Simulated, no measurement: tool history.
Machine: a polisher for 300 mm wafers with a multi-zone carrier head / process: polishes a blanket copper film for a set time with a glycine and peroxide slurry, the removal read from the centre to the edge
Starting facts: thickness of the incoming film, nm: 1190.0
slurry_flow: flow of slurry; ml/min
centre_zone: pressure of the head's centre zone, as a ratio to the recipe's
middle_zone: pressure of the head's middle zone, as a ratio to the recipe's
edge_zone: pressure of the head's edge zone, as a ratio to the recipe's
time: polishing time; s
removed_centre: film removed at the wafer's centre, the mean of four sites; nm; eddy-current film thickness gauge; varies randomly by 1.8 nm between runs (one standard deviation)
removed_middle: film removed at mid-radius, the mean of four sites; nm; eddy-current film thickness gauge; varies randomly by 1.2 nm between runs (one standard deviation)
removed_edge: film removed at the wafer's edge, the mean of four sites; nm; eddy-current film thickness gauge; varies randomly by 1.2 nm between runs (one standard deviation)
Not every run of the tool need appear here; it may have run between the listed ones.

run 1 hour=0.0 | slurry_flow=295 centre_zone=1.00 middle_zone=1.00 edge_zone=1.00 time=40 | removed_centre=188.57 removed_middle=189.47 removed_edge=182.70
run 2 hour=1.3 | slurry_flow=290 centre_zone=0.97 middle_zone=0.96 edge_zone=0.98 time=37 | removed_centre=164.51 removed_middle=171.40 removed_edge=171.00
run 3 hour=8.8 | slurry_flow=290 centre_zone=0.97 middle_zone=0.89 edge_zone=0.98 time=37 | removed_centre=167.00 removed_middle=160.57 removed_edge=172.88
run 4 hour=13.7 | slurry_flow=290 centre_zone=0.97 middle_zone=0.83 edge_zone=0.98 time=37 | removed_centre=162.32 removed_middle=149.81 removed_edge=169.90
run 5 hour=18.9 | slurry_flow=290 centre_zone=0.96 middle_zone=0.83 edge_zone=0.95 time=35 | removed_centre=154.48 removed_middle=143.44 removed_edge=162.90
run 6 hour=25.9 | slurry_flow=290 centre_zone=0.96 middle_zone=0.83 edge_zone=0.86 time=35 | removed_centre=155.29 removed_middle=142.76 removed_edge=153.71
run 7 hour=32.9 | slurry_flow=285 centre_zone=0.94 middle_zone=0.83 edge_zone=0.85 time=34 | removed_centre=148.52 removed_middle=140.29 removed_edge=150.07
run 8 hour=41.4 | slurry_flow=280 centre_zone=0.93 middle_zone=0.83 edge_zone=0.84 time=33 | removed_centre=139.61 removed_middle=134.08 removed_edge=143.91

Run 9, settings as shown, results not yet in. Your forecast:
run 9 hour=45.1 | slurry_flow=270 centre_zone=0.93 middle_zone=0.83 edge_zone=0.83 time=32 | removed_centre=? removed_middle=? removed_edge=?

removed_centre: 141.62 nm
removed_middle: 131.58 nm
removed_edge: 137.50 nm
